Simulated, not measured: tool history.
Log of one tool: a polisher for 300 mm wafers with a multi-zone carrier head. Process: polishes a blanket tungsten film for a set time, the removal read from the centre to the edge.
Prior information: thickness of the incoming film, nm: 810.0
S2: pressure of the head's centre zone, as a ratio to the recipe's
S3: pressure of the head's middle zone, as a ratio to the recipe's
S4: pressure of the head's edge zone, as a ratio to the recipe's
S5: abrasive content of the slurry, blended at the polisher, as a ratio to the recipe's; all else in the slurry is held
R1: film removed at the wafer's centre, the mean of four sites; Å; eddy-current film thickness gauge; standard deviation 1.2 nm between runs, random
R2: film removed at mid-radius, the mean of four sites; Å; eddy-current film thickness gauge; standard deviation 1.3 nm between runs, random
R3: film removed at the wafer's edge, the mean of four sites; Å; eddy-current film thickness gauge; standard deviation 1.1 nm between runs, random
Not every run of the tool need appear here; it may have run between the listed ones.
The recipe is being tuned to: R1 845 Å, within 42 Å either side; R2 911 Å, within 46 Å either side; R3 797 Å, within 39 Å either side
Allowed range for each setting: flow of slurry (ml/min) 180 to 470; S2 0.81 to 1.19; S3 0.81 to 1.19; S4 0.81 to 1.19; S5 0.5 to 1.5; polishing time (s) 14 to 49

run 1 hour=0 | flow_of_slurry_(ml/min)=300 S2=1 S3=1 S4=1 S5=1 polishing_time_(s)=31 | R1=1276.2 R2=1253.7 R3=1346.2
run 2 hour=5.1 | flow_of_slurry_(ml/min)=300 S2=1 S3=1.01 S4=0.99 S5=0.95 polishing_time_(s)=30 | R1=1216.4 R2=1191.4 R3=1249.4
run 3 hour=12.5 | flow_of_slurry_(ml/min)=300 S2=1 S3=1.01 S4=1.05 S5=0.95 polishing_time_(s)=30 | R1=1195.7 R2=1176.4 R3=1300.4
run 4 hour=15.8 | flow_of_slurry_(ml/min)=300 S2=1 S3=1.02 S4=1.03 S5=0.9 polishing_time_(s)=29 | R1=1148.9 R2=1155.4 R3=1207.7
run 5 hour=16.3 | flow_of_slurry_(ml/min)=300 S2=1 S3=1.02 S4=1.02 S5=0.85 polishing_time_(s)=28 | R1=1125 R2=1107.2 R3=1172.1
-- hour=23.8 edge zone pressure recalibrated
run 6 hour=23.8 | flow_of_slurry_(ml/min)=300 S2=1 S3=1.03 S4=1.01 S5=0.8 polishing_time_(s)=27 | R1=1046.3 R2=1058 R3=1037.9
run 7 hour=31.3 | flow_of_slurry_(ml/min)=300 S2=0.99 S3=1.03 S4=1 S5=0.75 polishing_time_(s)=27 | R1=1020.6 R2=989.54 R3=984.96
run 8 hour=38.3 | flow_of_slurry_(ml/min)=300 S2=0.98 S3=1.04 S4=0.99 S5=0.75 polishing_time_(s)=27 | R1=996.57 R2=1052.5 R3=1003.3
run 9 hour=39.6 | flow_of_slurry_(ml/min)=310 S2=1.01 S3=1.04 S4=0.89 S5=0.5 polishing_time_(s)=22 | R1=771.51 R2=754.78 R3=703.68
run 10 hour=43.7 | flow_of_slurry_(ml/min)=310 S2=1.01 S3=1.05 S4=0.9 S5=0.5 polishing_time_(s)=22 | R1=784.48 R2=774.16 R3=704

5 candidate next runs follow, results not yet known. Just one meets every target within its allowed miss. Identify it.
run A hour=47.8 | flow_of_slurry_(ml/min)=360 S2=1 S3=1.17 S4=0.95 S5=0.5 polishing_time_(s)=24 | R1=? R2=? R3=?
run B hour=47.8 | flow_of_slurry_(ml/min)=315 S2=0.94 S3=1.04 S4=0.91 S5=0.55 polishing_time_(s)=26 | R1=? R2=? R3=?
run C hour=47.8 | flow_of_slurry_(ml/min)=340 S2=1.19 S3=0.93 S4=0.9 S5=0.5 polishing_time_(s)=18 | R1=? R2=? R3=?
run D hour=47.8 | flow_of_slurry_(ml/min)=300 S2=0.81 S3=0.94 S4=0.82 S5=0.65 polishing_time_(s)=24 | R1=? R2=? R3=?
run E hour=47.8 | flow_of_slurry_(ml/min)=290 S2=0.85 S3=1.18 S4=0.9 S5=0.55 polishing_time_(s)=22 | R1=? R2=? R3=?

move=A R1=845.28 R2=909.9 R3=798.46
move=B R1=881.63 R2=934.3 R3=861.87
move=C R1=723.77 R2=599.01 R3=583.7
move=D R1=752.99 R2=847.96 R3=790.1
move=E R1=685.5 R2=842.38 R3=720.69
A: hits every target within its allowed miss
B: meets the target for the result that was furthest off, but another lies outside its allowed miss
C: misses by more than the last run did
D: closes in on the targets versus the last run, not all within tolerance yet
E: misses by more than the last run did
Move A is the one to make.
